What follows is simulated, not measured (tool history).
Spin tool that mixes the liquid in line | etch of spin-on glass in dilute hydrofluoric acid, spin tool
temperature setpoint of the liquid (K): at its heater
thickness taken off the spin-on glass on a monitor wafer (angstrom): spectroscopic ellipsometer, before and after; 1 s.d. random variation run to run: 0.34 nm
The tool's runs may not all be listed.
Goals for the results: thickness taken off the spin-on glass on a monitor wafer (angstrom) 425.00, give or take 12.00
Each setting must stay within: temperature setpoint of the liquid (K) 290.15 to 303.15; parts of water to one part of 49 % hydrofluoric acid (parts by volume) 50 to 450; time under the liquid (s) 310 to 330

run	hour	temperature setpoint of the liquid (K)	parts of water to one part of 49 % hydrofluoric acid (parts by volume)	time under the liquid (s)	thickness taken off the spin-on glass on a monitor wafer (angstrom)
1	0.0	295.15	250	310	332.74
2	7.5	295.15	315	310	247.36
3	10.4	296.65	305	310	272.09
4	15.9	297.65	295	310	294.77
5	16.5	297.65	335	310	254.17
6	25.3	294.15	335	310	221.43
7	33.1	295.65	315	310	254.75
# hour 35.0: hydrofluoric acid flow meter replaced
8	35.0	297.15	300	310	258.42

Exactly one of the 5 candidate moves below puts every result within its allowed miss. Which one?
A	36.9	294.65	150	330	?
B	36.9	291.65	170	330	?
C	36.9	298.65	225	330	?
D	36.9	298.15	290	330	?
E	36.9	296.65	225	330	?

move	thickness taken off the spin-on glass on a monitor wafer (angstrom)
A	594.07
B	456.05
C	424.32
D	302.32
E	394.71
A: carries the result that was furthest off beyond its target, to the other side
B: carries the result that was furthest off beyond its target, to the other side
C: in spec on every target
D: moves toward the targets from the last run without getting all of them in spec
E: moves toward the targets from the last run without getting all of them in spec
Move C is the one to make.

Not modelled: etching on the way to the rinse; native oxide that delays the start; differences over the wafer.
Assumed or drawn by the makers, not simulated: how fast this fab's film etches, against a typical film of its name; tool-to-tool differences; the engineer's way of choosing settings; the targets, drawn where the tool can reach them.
